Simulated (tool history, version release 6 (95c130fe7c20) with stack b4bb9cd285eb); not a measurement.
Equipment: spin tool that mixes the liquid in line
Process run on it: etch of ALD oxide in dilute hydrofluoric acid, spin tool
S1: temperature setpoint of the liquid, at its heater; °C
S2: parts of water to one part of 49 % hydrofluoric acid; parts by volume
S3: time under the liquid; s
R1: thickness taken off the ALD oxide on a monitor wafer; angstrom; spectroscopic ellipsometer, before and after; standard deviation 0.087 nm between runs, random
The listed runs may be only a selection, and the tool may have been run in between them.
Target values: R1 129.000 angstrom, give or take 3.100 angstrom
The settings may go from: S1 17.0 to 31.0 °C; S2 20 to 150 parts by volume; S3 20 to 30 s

Run 1, hour 0.0: S1 23.0 °C, S2 85 parts by volume, S3 30 s. Result: R1 100.260 angstrom.
Run 2, hour 0.6: S1 23.0 °C, S2 85 parts by volume, S3 20 s. Result: R1 66.561 angstrom.
Run 3, hour 9.3: S1 23.0 °C, S2 115 parts by volume, S3 20 s. Result: R1 47.882 angstrom.
Run 4, hour 12.2: S1 25.5 °C, S2 115 parts by volume, S3 20 s. Result: R1 53.079 angstrom.
Run 5, hour 19.5: S1 25.5 °C, S2 115 parts by volume, S3 20 s. Result: R1 52.670 angstrom.
Run 6, hour 21.0: S1 27.0 °C, S2 100 parts by volume, S3 20 s. Result: R1 65.296 angstrom.
Run 7, hour 24.5: S1 28.0 °C, S2 85 parts by volume, S3 20 s. Result: R1 81.064 angstrom.
Run 8, hour 29.8: S1 28.0 °C, S2 85 parts by volume, S3 20 s. Result: R1 81.338 angstrom.
Run 9, hour 34.1: S1 29.0 °C, S2 75 parts by volume, S3 20 s. Result: R1 96.932 angstrom.
Run 10, hour 35.6: S1 29.5 °C, S2 70 parts by volume, S3 20 s. Result: R1 107.770 angstrom.
Run 11, hour 37.2: S1 29.5 °C, S2 70 parts by volume, S3 20 s. Result: R1 106.950 angstrom.
Run 12, hour 42.5: S1 30.0 °C, S2 65 parts by volume, S3 20 s. Result: R1 117.500 angstrom.
Run 13, hour 44.3: S1 30.5 °C, S2 65 parts by volume, S3 20 s. Result: R1 118.720 angstrom.
Run 14, hour 52.9: S1 31.0 °C, S2 60 parts by volume, S3 20 s. Result: R1 132.910 angstrom.

4 next moves are on the table. One of them brings every result within its allowed miss. Which?
Run A, hour 61.5: S1 30.0 °C, S2 60 parts by volume, S3 20 s. Result: R1 ?.
Run B, hour 61.5: S1 26.5 °C, S2 55 parts by volume, S3 20 s. Result: R1 ?.
Run C, hour 61.5: S1 31.0 °C, S2 95 parts by volume, S3 30 s. Result: R1 ?.
Run D, hour 61.5: S1 31.0 °C, S2 65 parts by volume, S3 20 s. Result: R1 ?.

move       R1
   A  128.480
   B  122.950
   C  120.040
   D  122.330
A: every result lands within tolerance
B: takes the result that was furthest off past its target
C: takes the result that was furthest off past its target
D: takes the result that was furthest off past its target
Correct choice: A, which meets every target

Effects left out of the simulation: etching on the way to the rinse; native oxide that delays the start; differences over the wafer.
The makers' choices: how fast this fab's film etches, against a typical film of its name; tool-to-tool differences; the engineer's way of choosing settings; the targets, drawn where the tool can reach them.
